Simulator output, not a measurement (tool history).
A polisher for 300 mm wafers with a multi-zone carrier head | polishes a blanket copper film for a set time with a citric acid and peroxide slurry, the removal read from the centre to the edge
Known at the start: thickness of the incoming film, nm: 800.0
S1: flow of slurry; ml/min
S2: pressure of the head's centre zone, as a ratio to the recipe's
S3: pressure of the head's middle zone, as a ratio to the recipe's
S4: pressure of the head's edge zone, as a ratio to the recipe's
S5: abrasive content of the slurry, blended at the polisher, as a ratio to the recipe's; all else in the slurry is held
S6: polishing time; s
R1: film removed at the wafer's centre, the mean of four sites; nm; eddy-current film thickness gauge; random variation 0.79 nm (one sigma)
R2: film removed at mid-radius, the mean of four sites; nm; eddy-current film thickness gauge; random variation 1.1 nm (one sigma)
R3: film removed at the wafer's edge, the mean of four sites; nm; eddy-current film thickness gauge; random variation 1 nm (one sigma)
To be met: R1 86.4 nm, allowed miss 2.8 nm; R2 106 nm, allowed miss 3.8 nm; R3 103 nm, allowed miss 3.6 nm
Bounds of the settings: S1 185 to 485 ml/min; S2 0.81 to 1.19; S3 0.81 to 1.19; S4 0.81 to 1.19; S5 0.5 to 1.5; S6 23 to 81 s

run,day,S1,S2,S3,S4,S5,S6,R1,R2,R3
1,0,310,1,1,1,1,52,158.66,156.79,148.39
2,0.362,310,1,1,1,1,45,134.37,136.72,127.6
3,0.517,300,0.94,0.99,1,0.85,43,118.29,124.31,117.32
4,0.683,300,0.94,0.99,0.95,0.85,43,120.54,126.68,113.68
5,1.012,260,0.94,0.99,0.95,0.85,43,116.37,120.63,116.99
6,1.075,210,0.94,0.99,0.95,0.85,43,113.29,118.29,112.46
7,1.1,200,0.9,1,0.98,0.8,42,102.16,115.26,109.88
8,1.254,195,0.88,0.99,0.99,0.75,42,97.805,111.65,106.91

4 next moves are on the table. One of them brings every result within its allowed miss. Which?
A,1.408,190,0.85,0.97,1.02,0.9,35,?,?,?
B,1.408,185,0.82,0.99,1,0.55,42,?,?,?
C,1.408,185,0.92,0.9,0.92,0.75,39,?,?,?
D,1.408,185,0.81,0.88,0.95,0.55,43,?,?,?

move,R1,R2,R3
A,82.024,95.752,94.198
B,86.765,106.88,102.54
C,95.229,96.618,96.658
D,87.671,99.384,102.69
A: takes the result that was furthest off past its target
B: meets every target
C: nearer than the last run, and not there yet
D: brings the result that was furthest off to its target, and leaves another outside
The right move is B.

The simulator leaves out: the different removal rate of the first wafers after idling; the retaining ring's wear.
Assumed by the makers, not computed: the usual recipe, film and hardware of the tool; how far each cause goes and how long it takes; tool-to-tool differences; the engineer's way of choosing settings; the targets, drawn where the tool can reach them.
